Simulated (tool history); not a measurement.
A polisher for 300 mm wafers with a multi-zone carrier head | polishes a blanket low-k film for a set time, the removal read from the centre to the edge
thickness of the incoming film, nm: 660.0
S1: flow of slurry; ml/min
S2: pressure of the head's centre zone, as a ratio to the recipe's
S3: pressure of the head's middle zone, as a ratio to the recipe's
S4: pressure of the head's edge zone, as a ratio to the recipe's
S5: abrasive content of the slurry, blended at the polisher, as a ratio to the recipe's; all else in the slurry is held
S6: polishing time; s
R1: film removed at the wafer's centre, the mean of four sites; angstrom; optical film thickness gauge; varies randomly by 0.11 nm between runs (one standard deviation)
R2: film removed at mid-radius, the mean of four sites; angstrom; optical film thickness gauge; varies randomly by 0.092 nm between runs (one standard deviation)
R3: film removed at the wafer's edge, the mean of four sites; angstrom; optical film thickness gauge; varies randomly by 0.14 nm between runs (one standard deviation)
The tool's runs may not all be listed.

{"run": 1, "hour": 0.0, "S1": 230, "S2": 1.0, "S3": 1.0, "S4": 1.0, "S5": 1.0, "S6": 67, "R1": 190.13, "R2": 188.17, "R3": 195.22}
{"run": 2, "hour": 7.1, "S1": 225, "S2": 1.0, "S3": 0.96, "S4": 0.95, "S5": 0.85, "S6": 64, "R1": 165.57, "R2": 161.26, "R3": 167.07}
{"run": 3, "hour": 12.5, "S1": 220, "S2": 1.01, "S3": 0.92, "S4": 0.91, "S5": 0.75, "S6": 63, "R1": 156.53, "R2": 144.45, "R3": 155.51}
{"run": 4, "hour": 16.9, "S1": 220, "S2": 1.02, "S3": 0.91, "S4": 0.88, "S5": 0.65, "S6": 61, "R1": 142.22, "R2": 128.65, "R3": 139.12}
{"run": 5, "hour": 22.9, "S1": 215, "S2": 1.02, "S3": 0.9, "S4": 0.86, "S5": 0.6, "S6": 61, "R1": 135.51, "R2": 121.47, "R3": 131.31}
{"run": 6, "hour": 29.2, "S1": 215, "S2": 1.02, "S3": 0.9, "S4": 0.86, "S5": 0.75, "S6": 61, "R1": 152.35, "R2": 138.29, "R3": 146.42}
{"run": 7, "hour": 32.3, "S1": 210, "S2": 1.02, "S3": 0.89, "S4": 0.85, "S5": 0.7, "S6": 61, "R1": 147.78, "R2": 129.18, "R3": 141.28}

What does the tool deliver on the next run?
{"run": 8, "hour": 41.2, "S1": 205, "S2": 1.02, "S3": 0.89, "S4": 0.84, "S5": 0.65, "S6": 61, "R1": "?", "R2": "?", "R3": "?"}

{"run 8": {"R1": 141.49, "R2": 124.87, "R3": 138.82}}
